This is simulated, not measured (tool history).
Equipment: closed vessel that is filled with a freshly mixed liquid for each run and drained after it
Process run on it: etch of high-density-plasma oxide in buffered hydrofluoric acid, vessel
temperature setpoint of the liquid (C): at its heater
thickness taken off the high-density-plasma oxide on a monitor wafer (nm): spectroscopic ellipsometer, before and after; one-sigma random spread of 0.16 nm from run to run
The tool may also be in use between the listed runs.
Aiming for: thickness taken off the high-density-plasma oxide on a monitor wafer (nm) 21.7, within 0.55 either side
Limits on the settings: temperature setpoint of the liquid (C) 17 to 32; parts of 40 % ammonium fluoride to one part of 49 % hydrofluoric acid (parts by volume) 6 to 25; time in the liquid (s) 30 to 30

run	day	temperature setpoint of the liquid (C)	parts of 40 % ammonium fluoride to one part of 49 % hydrofluoric acid (parts by volume)	time in the liquid (s)	thickness taken off the high-density-plasma oxide on a monitor wafer (nm)
1	0	25	15.5	30	39.097
2	0.058	23	16	30	33.944
3	0.396	23	16	30	33.525
4	0.696	21.5	16.5	30	29.743
5	0.862	21.5	16.5	30	30.279
6	0.942	24	16.5	30	34.889
7	1.3	22	17	30	30.538
8	1.638	22	17	30	29.933
9	2.017	20.5	17	30	27.705
10	2.371	19.5	17.5	30	25.356
11	2.408	19	17.5	30	24.513
12	2.525	18.5	17.5	30	23.979
13	2.746	18	17.5	30	23.153
14	2.792	17.5	17.5	30	22.612

5 candidate next runs follow, results not yet known. Just one meets every target within its allowed miss. Identify it.
A	2.838	19.5	19	30	?
B	2.838	17	16.5	30	?
C	2.838	17	17	30	?
D	2.838	17	17.5	30	?
E	2.838	18	18	30	?

move	thickness taken off the high-density-plasma oxide on a monitor wafer (nm)
A	23.303
B	23.192
C	22.519
D	21.883
E	22.552
A: further off than the last run
B: further off than the last run
C: better than the last run, though not everything is in spec
D: meets every target
E: better than the last run, though not everything is in spec
Go with D: it meets all targets.
